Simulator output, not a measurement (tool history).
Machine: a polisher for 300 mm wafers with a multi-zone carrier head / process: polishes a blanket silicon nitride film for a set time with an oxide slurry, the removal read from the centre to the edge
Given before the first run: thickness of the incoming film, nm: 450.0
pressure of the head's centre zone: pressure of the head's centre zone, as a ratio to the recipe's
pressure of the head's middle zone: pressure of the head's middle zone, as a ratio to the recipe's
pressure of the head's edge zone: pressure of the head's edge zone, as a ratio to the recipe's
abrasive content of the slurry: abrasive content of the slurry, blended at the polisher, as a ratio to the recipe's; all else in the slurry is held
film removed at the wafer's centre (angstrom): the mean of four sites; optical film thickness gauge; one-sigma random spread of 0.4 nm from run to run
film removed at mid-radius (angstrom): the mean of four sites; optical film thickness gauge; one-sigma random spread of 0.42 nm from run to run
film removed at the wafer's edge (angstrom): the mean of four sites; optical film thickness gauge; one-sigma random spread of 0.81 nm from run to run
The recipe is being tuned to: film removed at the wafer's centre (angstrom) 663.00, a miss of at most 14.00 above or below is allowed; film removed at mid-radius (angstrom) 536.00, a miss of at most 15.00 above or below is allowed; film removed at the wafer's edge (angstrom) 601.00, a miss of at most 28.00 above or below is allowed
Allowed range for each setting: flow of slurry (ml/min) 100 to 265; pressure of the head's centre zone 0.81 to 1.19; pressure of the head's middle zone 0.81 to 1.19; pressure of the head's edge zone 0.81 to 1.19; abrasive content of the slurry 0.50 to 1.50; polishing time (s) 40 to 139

run    day  flow of slurry (ml/min)  pressure of the head's centre zone  pressure of the head's middle zone  pressure of the head's edge zone  abrasive content of the slurry  polishing time (s)  film removed at the wafer's centre (angstrom)  film removed at mid-radius (angstrom)  film removed at the wafer's edge (angstrom)
  1  0.000                      170                                1.00                                1.00                              1.00                            1.00                  89                                        1010.90                                1084.60                                      1060.20
  2  0.212                      170                                1.07                                1.00                              1.00                            1.00                  89                                        1091.70                                1076.10                                      1055.60
  3  0.246                      160                                1.08                                0.94                              0.97                            0.85                  81                                         857.02                                 818.13                                       836.46
  4  0.608                      180                                1.08                                0.94                              0.97                            0.85                  81                                         891.57                                 840.00                                       850.00
  5  0.712                      160                                1.08                                0.94                              0.97                            0.85                  81                                         878.49                                 808.79                                       838.09
  6  0.867                      145                                1.08                                0.90                              0.92                            0.75                  81                                         762.32                                 695.12                                       722.90
  7  1.017                      145                                1.08                                0.90                              0.92                            0.75                  81                                         753.87                                 698.79                                       748.37
  8  1.196                      140                                1.11                                0.88                              0.88                            0.70                  81                                         715.56                                 618.99                                       662.59

Consider the 4 candidate settings below. Which is the only one whose results all fall within their allowed miss of target?
  A  1.375                      120                                1.13                                0.82                              0.87                            0.70                  76                                              ?                                      ?                                            ?
  B  1.375                      160                                1.02                                1.00                              0.93                            0.65                  87                                              ?                                      ?                                            ?
  C  1.375                      180                                1.12                                0.97                              0.92                            0.80                  59                                              ?                                      ?                                            ?
  D  1.375                      140                                1.00                                0.98                              0.90                            0.60                 107                                              ?                                      ?                                            ?

move  film removed at the wafer's centre (angstrom)  film removed at mid-radius (angstrom)  film removed at the wafer's edge (angstrom)
   A                                         664.96                                 541.69                                       603.79
   B                                         665.51                                 697.40                                       669.32
   C                                         636.67                                 590.83                                       576.39
   D                                         698.36                                 737.00                                       715.07
A: all results in spec
B: its largest miss is bigger than the last run's
C: gains on the last run, yet a result remains outside its allowed miss
D: its largest miss is bigger than the last run's
Answer: A
